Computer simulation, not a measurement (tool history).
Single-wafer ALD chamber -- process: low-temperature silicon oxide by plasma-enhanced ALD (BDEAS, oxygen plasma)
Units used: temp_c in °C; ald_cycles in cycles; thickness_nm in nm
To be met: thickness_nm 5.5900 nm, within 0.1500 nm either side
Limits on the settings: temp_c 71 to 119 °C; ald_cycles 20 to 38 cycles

run 1 hour=0.0 | temp_c=95 ald_cycles=29 | thickness_nm=4.6913
run 2 hour=3.4 | temp_c=93 ald_cycles=30 | thickness_nm=4.9142
run 3 hour=11.0 | temp_c=90 ald_cycles=31 | thickness_nm=5.1379
run 4 hour=15.3 | temp_c=88 ald_cycles=31 | thickness_nm=5.1449
run 5 hour=22.9 | temp_c=88 ald_cycles=27 | thickness_nm=4.5140
run 6 hour=29.4 | temp_c=86 ald_cycles=28 | thickness_nm=4.7070
run 7 hour=34.0 | temp_c=84 ald_cycles=29 | thickness_nm=4.9170
run 8 hour=36.9 | temp_c=82 ald_cycles=30 | thickness_nm=5.0794
run 9 hour=41.2 | temp_c=81 ald_cycles=31 | thickness_nm=5.3004
run 10 hour=49.3 | temp_c=80 ald_cycles=31 | thickness_nm=5.3090
run 11 hour=50.8 | temp_c=79 ald_cycles=31 | thickness_nm=5.3673
run 12 hour=52.5 | temp_c=78 ald_cycles=31 | thickness_nm=5.3321
run 13 hour=61.3 | temp_c=77 ald_cycles=31 | thickness_nm=5.3617
run 14 hour=62.3 | temp_c=76 ald_cycles=31 | thickness_nm=5.3871
run 15 hour=66.9 | temp_c=75 ald_cycles=31 | thickness_nm=5.4003

Exercise: of the 4 proposed moves below, exactly one satisfies all targets within the stated allowed misses. Which move is it?
run A hour=71.5 | temp_c=71 ald_cycles=30 | thickness_nm=?
run B hour=71.5 | temp_c=74 ald_cycles=32 | thickness_nm=?
run C hour=71.5 | temp_c=74 ald_cycles=30 | thickness_nm=?
run D hour=71.5 | temp_c=71 ald_cycles=29 | thickness_nm=?

move=A thickness_nm=5.3015
move=B thickness_nm=5.5987
move=C thickness_nm=5.2488
move=D thickness_nm=5.1248
A: further off than the last run
B: meets every target
C: further off than the last run
D: further off than the last run
B meets every target.
